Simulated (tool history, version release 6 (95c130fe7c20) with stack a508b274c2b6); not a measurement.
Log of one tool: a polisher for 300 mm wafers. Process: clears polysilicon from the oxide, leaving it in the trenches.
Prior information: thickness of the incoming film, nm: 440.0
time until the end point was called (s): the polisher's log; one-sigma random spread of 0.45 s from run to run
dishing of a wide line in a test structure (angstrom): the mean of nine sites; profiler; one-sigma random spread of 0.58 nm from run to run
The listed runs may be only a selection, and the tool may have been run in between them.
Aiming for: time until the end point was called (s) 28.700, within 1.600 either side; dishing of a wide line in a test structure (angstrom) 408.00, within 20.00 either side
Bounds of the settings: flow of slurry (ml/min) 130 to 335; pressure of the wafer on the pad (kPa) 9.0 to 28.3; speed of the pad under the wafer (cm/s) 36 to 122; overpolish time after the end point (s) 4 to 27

| run | hour | flow of slurry (ml/min) | pressure of the wafer on the pad (kPa) | speed of the pad under the wafer (cm/s) | overpolish time after the end point (s) | time until the end point was called (s) | dishing of a wide line in a test structure (angstrom) |
|---|---|---|---|---|---|---|---|
| 1 | 0.0 | 215 | 18.6 | 78 | 14 | 35.155 | 499.00 |
| 2 | 3.5 | 215 | 19.3 | 78 | 13 | 34.534 | 495.69 |
| 3 | 4.3 | 215 | 20.0 | 78 | 12 | 32.739 | 499.15 |
| 4 | 13.2 | 215 | 19.3 | 82 | 11 | 32.610 | 494.35 |
| 5 | 14.6 | 270 | 19.3 | 82 | 11 | 32.033 | 481.30 |
| 6 | 15.2 | 280 | 19.3 | 84 | 10 | 30.133 | 477.59 |
| 7 | 20.8 | 290 | 18.6 | 86 | 9 | 31.909 | 482.55 |
| 8 | 27.6 | 295 | 20.0 | 80 | 8 | 31.185 | 462.51 |
| 9 | 31.4 | 335 | 24.8 | 58 | 4 | 30.326 | 355.42 |

Exactly one of the 4 candidate moves below puts every result within its allowed miss. Which one?
| A | 35.2 | 320 | 20.7 | 68 | 7 | ? | ? |
| B | 35.2 | 300 | 24.1 | 62 | 4 | ? | ? |
| C | 35.2 | 335 | 24.8 | 64 | 7 | ? | ? |
| D | 35.2 | 255 | 26.2 | 58 | 5 | ? | ? |

| move | time until the end point was called (s) | dishing of a wide line in a test structure (angstrom) |
|---|---|---|
| A | 32.080 | 436.29 |
| B | 29.326 | 358.61 |
| C | 27.789 | 454.99 |
| D | 28.548 | 402.47 |
A: takes the result that was furthest off past its target
B: closes in on the targets versus the last run, not all within tolerance yet
C: takes the result that was furthest off past its target
D: hits every target within its allowed miss
Correct choice: D, which meets every target
